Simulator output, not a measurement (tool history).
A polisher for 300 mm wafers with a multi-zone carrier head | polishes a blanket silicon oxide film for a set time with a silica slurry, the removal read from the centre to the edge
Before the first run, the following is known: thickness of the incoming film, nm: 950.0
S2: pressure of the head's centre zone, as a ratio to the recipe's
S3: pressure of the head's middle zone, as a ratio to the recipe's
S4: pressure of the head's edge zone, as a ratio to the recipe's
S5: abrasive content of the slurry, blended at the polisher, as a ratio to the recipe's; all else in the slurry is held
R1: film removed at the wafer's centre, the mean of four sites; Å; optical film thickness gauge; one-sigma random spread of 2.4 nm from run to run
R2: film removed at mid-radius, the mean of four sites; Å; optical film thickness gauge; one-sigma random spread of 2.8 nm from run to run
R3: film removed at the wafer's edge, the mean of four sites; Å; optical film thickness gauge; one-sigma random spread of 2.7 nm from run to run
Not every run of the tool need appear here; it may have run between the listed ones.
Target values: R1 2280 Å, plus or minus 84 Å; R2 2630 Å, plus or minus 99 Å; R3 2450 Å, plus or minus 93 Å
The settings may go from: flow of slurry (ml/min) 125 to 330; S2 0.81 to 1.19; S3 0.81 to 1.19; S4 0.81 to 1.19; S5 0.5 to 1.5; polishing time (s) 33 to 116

{"run": 1, "hour": 0.0, "flow of slurry (ml/min)": 210, "S2": 1, "S3": 1, "S4": 1, "S5": 1, "polishing time (s)": 74, "R1": 1765.2, "R2": 1815.3, "R3": 1803.7}
{"run": 2, "hour": 0.8, "flow of slurry (ml/min)": 210, "S2": 1, "S3": 1, "S4": 1, "S5": 1.15, "polishing time (s)": 74, "R1": 1900.2, "R2": 1934.6, "R3": 1904}
{"run": 3, "hour": 3.9, "flow of slurry (ml/min)": 215, "S2": 1, "S3": 1.02, "S4": 1.02, "S5": 1.2, "polishing time (s)": 74, "R1": 1919.1, "R2": 1995.8, "R3": 1964.5}
{"run": 4, "hour": 10.9, "flow of slurry (ml/min)": 215, "S2": 0.97, "S3": 1.02, "S4": 1.02, "S5": 1.2, "polishing time (s)": 74, "R1": 1872.7, "R2": 2066.1, "R3": 1949.4}
{"run": 5, "hour": 19.8, "flow of slurry (ml/min)": 215, "S2": 0.97, "S3": 1.02, "S4": 1.02, "S5": 1, "polishing time (s)": 74, "R1": 1704.7, "R2": 1889.6, "R3": 1817.1}
{"run": 6, "hour": 21.4, "flow of slurry (ml/min)": 220, "S2": 0.97, "S3": 1.03, "S4": 1.04, "S5": 1.05, "polishing time (s)": 74, "R1": 1759.2, "R2": 1950.6, "R3": 1851.1}
{"run": 7, "hour": 27.6, "flow of slurry (ml/min)": 220, "S2": 0.97, "S3": 1.03, "S4": 1.05, "S5": 1.1, "polishing time (s)": 75, "R1": 1845.2, "R2": 2007.7, "R3": 1936.2}
{"run": 8, "hour": 29.8, "flow of slurry (ml/min)": 220, "S2": 0.96, "S3": 1.04, "S4": 1.06, "S5": 1.15, "polishing time (s)": 75, "R1": 1872.5, "R2": 2109.8, "R3": 1992.8}
{"run": 9, "hour": 35.3, "flow of slurry (ml/min)": 220, "S2": 0.96, "S3": 1.05, "S4": 1.07, "S5": 1.2, "polishing time (s)": 75, "R1": 1938.7, "R2": 2155.9, "R3": 2061.7}
{"run": 10, "hour": 40.1, "flow of slurry (ml/min)": 220, "S2": 0.96, "S3": 1.06, "S4": 1.08, "S5": 1.25, "polishing time (s)": 75, "R1": 1953.6, "R2": 2162.6, "R3": 2056.9}
{"run": 11, "hour": 41.1, "flow of slurry (ml/min)": 225, "S2": 0.95, "S3": 1.06, "S4": 1.09, "S5": 1.3, "polishing time (s)": 75, "R1": 1955.5, "R2": 2206.4, "R3": 2128.5}
{"run": 12, "hour": 46.9, "flow of slurry (ml/min)": 230, "S2": 0.95, "S3": 1.07, "S4": 1.1, "S5": 1.35, "polishing time (s)": 75, "R1": 2031.2, "R2": 2235.4, "R3": 2131.5}
{"run": 13, "hour": 54.6, "flow of slurry (ml/min)": 225, "S2": 0.95, "S3": 1.08, "S4": 1.1, "S5": 1.35, "polishing time (s)": 76, "R1": 2032.4, "R2": 2361.4, "R3": 2213.5}
{"run": 14, "hour": 57.4, "flow of slurry (ml/min)": 225, "S2": 0.96, "S3": 1.09, "S4": 1.11, "S5": 1.35, "polishing time (s)": 76, "R1": 1981.6, "R2": 2370.9, "R3": 2246}
{"run": 15, "hour": 63.0, "flow of slurry (ml/min)": 235, "S2": 0.96, "S3": 1.09, "S4": 1.11, "S5": 1.35, "polishing time (s)": 76, "R1": 2014.2, "R2": 2379.4, "R3": 2219.2}
{"run": 16, "hour": 70.1, "flow of slurry (ml/min)": 235, "S2": 0.97, "S3": 1.09, "S4": 1.11, "S5": 1.35, "polishing time (s)": 76, "R1": 2062, "R2": 2334.5, "R3": 2202.6}
{"run": 17, "hour": 77.7, "flow of slurry (ml/min)": 235, "S2": 0.97, "S3": 1.1, "S4": 1.11, "S5": 1.35, "polishing time (s)": 76, "R1": 2105.3, "R2": 2328.3, "R3": 2226.1}
{"run": 18, "hour": 80.5, "flow of slurry (ml/min)": 235, "S2": 0.97, "S3": 1.11, "S4": 1.11, "S5": 1.35, "polishing time (s)": 76, "R1": 2055.9, "R2": 2390.6, "R3": 2183.9}
{"run": 19, "hour": 89.6, "flow of slurry (ml/min)": 235, "S2": 0.97, "S3": 1.11, "S4": 1.12, "S5": 1.35, "polishing time (s)": 76, "R1": 2076.8, "R2": 2433.2, "R3": 2259.5}
{"run": 20, "hour": 92.5, "flow of slurry (ml/min)": 235, "S2": 0.98, "S3": 1.12, "S4": 1.13, "S5": 1.35, "polishing time (s)": 76, "R1": 2120.6, "R2": 2360.2, "R3": 2237.7}
{"hour": 98.2, "done": "slurry nozzle cleaned"}
{"run": 21, "hour": 98.2, "flow of slurry (ml/min)": 235, "S2": 0.98, "S3": 1.13, "S4": 1.13, "S5": 1.35, "polishing time (s)": 76, "R1": 2176.9, "R2": 2530.1, "R3": 2332.5}
{"run": 22, "hour": 105.9, "flow of slurry (ml/min)": 225, "S2": 0.99, "S3": 1.14, "S4": 1.15, "S5": 1.35, "polishing time (s)": 76, "R1": 2207.2, "R2": 2572.7, "R3": 2334.2}
{"run": 23, "hour": 107.4, "flow of slurry (ml/min)": 225, "S2": 0.99, "S3": 1.14, "S4": 1.16, "S5": 1.35, "polishing time (s)": 76, "R1": 2187.2, "R2": 2511.9, "R3": 2332.1}

Of the 4 settings listed for the next run, only one would bring every result within its allowed miss of target. Which one?
{"run": "A", "hour": 108.9, "flow of slurry (ml/min)": 190, "S2": 0.9, "S3": 1.03, "S4": 1.15, "S5": 1.45, "polishing time (s)": 85, "R1": "?", "R2": "?", "R3": "?"}
{"run": "B", "hour": 108.9, "flow of slurry (ml/min)": 210, "S2": 1.01, "S3": 1.06, "S4": 1.19, "S5": 1.35, "polishing time (s)": 85, "R1": "?", "R2": "?", "R3": "?"}
{"run": "C", "hour": 108.9, "flow of slurry (ml/min)": 235, "S2": 0.96, "S3": 1.12, "S4": 1.11, "S5": 1.5, "polishing time (s)": 77, "R1": "?", "R2": "?", "R3": "?"}
{"run": "D", "hour": 108.9, "flow of slurry (ml/min)": 245, "S2": 1, "S3": 1.06, "S4": 1.19, "S5": 1.25, "polishing time (s)": 80, "R1": "?", "R2": "?", "R3": "?"}

move=A R1=2237.6 R2=2677.4 R3=2666.8
move=B R1=2471.2 R2=2692.1 R3=2655.6
move=C R1=2244.7 R2=2694.4 R3=2440.1
move=D R1=2266.1 R2=2489.6 R3=2446.6
A: the result that was furthest off in the last run now lies on the other side of its target
B: the result that was furthest off in the last run now lies on the other side of its target
C: in spec on every target
D: puts the biggest miss on target and leaves a different result outside tolerance
Answer: C
